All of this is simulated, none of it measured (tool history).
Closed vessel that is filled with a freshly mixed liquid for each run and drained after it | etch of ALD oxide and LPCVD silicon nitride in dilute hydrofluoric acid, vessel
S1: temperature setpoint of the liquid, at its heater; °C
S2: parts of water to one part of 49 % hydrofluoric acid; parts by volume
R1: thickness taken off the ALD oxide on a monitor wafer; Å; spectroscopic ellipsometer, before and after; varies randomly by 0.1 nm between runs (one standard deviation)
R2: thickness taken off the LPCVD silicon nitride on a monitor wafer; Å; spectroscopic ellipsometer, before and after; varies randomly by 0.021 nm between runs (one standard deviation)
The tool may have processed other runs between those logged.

run 1 day=0.000 | S1=22.0 S2=80 time_in_the_liquid_(s)=60 | R1=126.16 R2=3.3060
run 2 day=0.229 | S1=22.0 S2=60 time_in_the_liquid_(s)=60 | R1=171.06 R2=4.2865
run 3 day=0.529 | S1=20.0 S2=60 time_in_the_liquid_(s)=60 | R1=158.96 R2=3.8572
run 4 day=0.808 | S1=20.0 S2=45 time_in_the_liquid_(s)=60 | R1=214.40 R2=5.7725
run 5 day=0.904 | S1=20.0 S2=45 time_in_the_liquid_(s)=80 | R1=287.43 R2=7.6758
run 6 day=0.958 | S1=19.5 S2=55 time_in_the_liquid_(s)=80 | R1=228.43 R2=5.9420

Forecast run 7:
run 7 day=1.325 | S1=19.0 S2=65 time_in_the_liquid_(s)=80 | R1=? R2=?

R1: 186.88 Å
R2: 5.1771 Å
